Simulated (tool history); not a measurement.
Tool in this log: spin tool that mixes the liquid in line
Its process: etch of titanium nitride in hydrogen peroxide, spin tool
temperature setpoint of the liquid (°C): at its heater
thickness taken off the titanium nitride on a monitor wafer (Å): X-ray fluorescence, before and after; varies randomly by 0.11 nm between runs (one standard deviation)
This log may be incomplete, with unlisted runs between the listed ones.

run	hour	temperature setpoint of the liquid (°C)	concentration of hydrogen peroxide in the mixed liquid (% by weight)	time under the liquid (s)	thickness taken off the titanium nitride on a monitor wafer (Å)
1	0	53	25	290	178.64
2	1	53	25	290	179.73
3	3	52	25	290	167.48
4	10.1	55.5	25	290	215.03
5	18.5	54	25	290	195.57
6	20.7	54	25	310	207.68
7	29	52.5	25	310	184.48
8	37.3	52.5	25	310	182.97
9	45.6	51.5	25	310	171.92
10	50.3	51	25	310	167.98
11	51.2	50.5	25	310	160.58

Run 12, settings as shown, results not yet in. Your forecast:
12	59.9	50	25	310	?

Run 12 produced thickness taken off the titanium nitride on a monitor wafer (Å) 156.37.

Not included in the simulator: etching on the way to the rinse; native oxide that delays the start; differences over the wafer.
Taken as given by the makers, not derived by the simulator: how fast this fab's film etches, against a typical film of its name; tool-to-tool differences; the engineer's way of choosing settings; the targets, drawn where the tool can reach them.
